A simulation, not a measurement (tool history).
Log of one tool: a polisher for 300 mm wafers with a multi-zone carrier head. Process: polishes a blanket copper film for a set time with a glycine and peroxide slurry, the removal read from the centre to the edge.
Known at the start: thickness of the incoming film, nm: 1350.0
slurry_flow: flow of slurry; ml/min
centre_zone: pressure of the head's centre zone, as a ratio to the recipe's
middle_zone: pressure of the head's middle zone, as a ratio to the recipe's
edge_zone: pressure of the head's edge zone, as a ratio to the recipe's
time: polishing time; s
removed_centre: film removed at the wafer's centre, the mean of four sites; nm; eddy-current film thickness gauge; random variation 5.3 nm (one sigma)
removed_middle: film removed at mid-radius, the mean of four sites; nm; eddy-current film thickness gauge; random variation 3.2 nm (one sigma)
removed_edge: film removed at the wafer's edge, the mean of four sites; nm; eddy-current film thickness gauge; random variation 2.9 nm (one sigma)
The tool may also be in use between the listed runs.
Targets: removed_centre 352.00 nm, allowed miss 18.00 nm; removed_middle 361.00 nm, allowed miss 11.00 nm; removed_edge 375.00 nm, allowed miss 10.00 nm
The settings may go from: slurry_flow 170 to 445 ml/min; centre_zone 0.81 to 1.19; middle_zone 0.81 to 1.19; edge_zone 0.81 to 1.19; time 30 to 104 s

run 1 hour=0.0 | slurry_flow=285 centre_zone=1.00 middle_zone=1.00 edge_zone=1.00 time=67 | removed_centre=312.85 removed_middle=323.22 removed_edge=316.19
run 2 hour=6.9 | slurry_flow=235 centre_zone=1.00 middle_zone=1.00 edge_zone=1.00 time=67 | removed_centre=300.95 removed_middle=310.59 removed_edge=307.00
run 3 hour=12.6 | slurry_flow=270 centre_zone=1.01 middle_zone=1.00 edge_zone=1.04 time=68 | removed_centre=318.82 removed_middle=323.33 removed_edge=322.09
run 4 hour=17.0 | slurry_flow=295 centre_zone=1.00 middle_zone=1.00 edge_zone=1.07 time=69 | removed_centre=339.23 removed_middle=336.42 removed_edge=336.00
run 5 hour=22.8 | slurry_flow=340 centre_zone=1.00 middle_zone=1.00 edge_zone=1.07 time=69 | removed_centre=328.50 removed_middle=339.69 removed_edge=343.06
run 6 hour=24.5 | slurry_flow=350 centre_zone=1.00 middle_zone=1.00 edge_zone=1.09 time=69 | removed_centre=335.37 removed_middle=340.36 removed_edge=343.94
run 7 hour=25.6 | slurry_flow=355 centre_zone=0.99 middle_zone=1.00 edge_zone=1.11 time=70 | removed_centre=343.74 removed_middle=346.32 removed_edge=352.21
run 8 hour=31.5 | slurry_flow=365 centre_zone=0.98 middle_zone=1.00 edge_zone=1.13 time=70 | removed_centre=335.95 removed_middle=353.50 removed_edge=348.87
run 9 hour=32.4 | slurry_flow=375 centre_zone=0.98 middle_zone=0.99 edge_zone=1.13 time=71 | removed_centre=350.18 removed_middle=352.02 removed_edge=358.36
-- hour=38.7 slurry nozzle cleaned
run 10 hour=38.7 | slurry_flow=385 centre_zone=0.96 middle_zone=0.98 edge_zone=1.14 time=72 | removed_centre=358.52 removed_middle=372.29 removed_edge=384.04
run 11 hour=40.5 | slurry_flow=380 centre_zone=0.96 middle_zone=0.98 edge_zone=1.14 time=72 | removed_centre=349.10 removed_middle=371.95 removed_edge=386.14

Which of these 5 next moves meets every target?
run A hour=42.3 | slurry_flow=385 centre_zone=0.86 middle_zone=0.91 edge_zone=1.13 time=76 | removed_centre=? removed_middle=? removed_edge=?
run B hour=42.3 | slurry_flow=345 centre_zone=0.95 middle_zone=1.04 edge_zone=1.15 time=72 | removed_centre=? removed_middle=? removed_edge=?
run C hour=42.3 | slurry_flow=410 centre_zone=0.93 middle_zone=0.93 edge_zone=1.09 time=72 | removed_centre=? removed_middle=? removed_edge=?
run D hour=42.3 | slurry_flow=405 centre_zone=0.87 middle_zone=0.94 edge_zone=1.04 time=77 | removed_centre=? removed_middle=? removed_edge=?
run E hour=42.3 | slurry_flow=385 centre_zone=0.96 middle_zone=1.02 edge_zone=1.19 time=74 | removed_centre=? removed_middle=? removed_edge=?

move=A removed_centre=336.20 removed_middle=369.12 removed_edge=400.54
move=B removed_centre=344.16 removed_middle=384.90 removed_edge=378.95
move=C removed_centre=342.83 removed_middle=357.31 removed_edge=375.10
move=D removed_centre=345.61 removed_middle=385.12 removed_edge=393.23
move=E removed_centre=360.60 removed_middle=393.08 removed_edge=398.17
A: further off than the last run
B: brings the result that was furthest off to its target, and leaves another outside
C: meets every target
D: further off than the last run
E: further off than the last run
The right move is C.

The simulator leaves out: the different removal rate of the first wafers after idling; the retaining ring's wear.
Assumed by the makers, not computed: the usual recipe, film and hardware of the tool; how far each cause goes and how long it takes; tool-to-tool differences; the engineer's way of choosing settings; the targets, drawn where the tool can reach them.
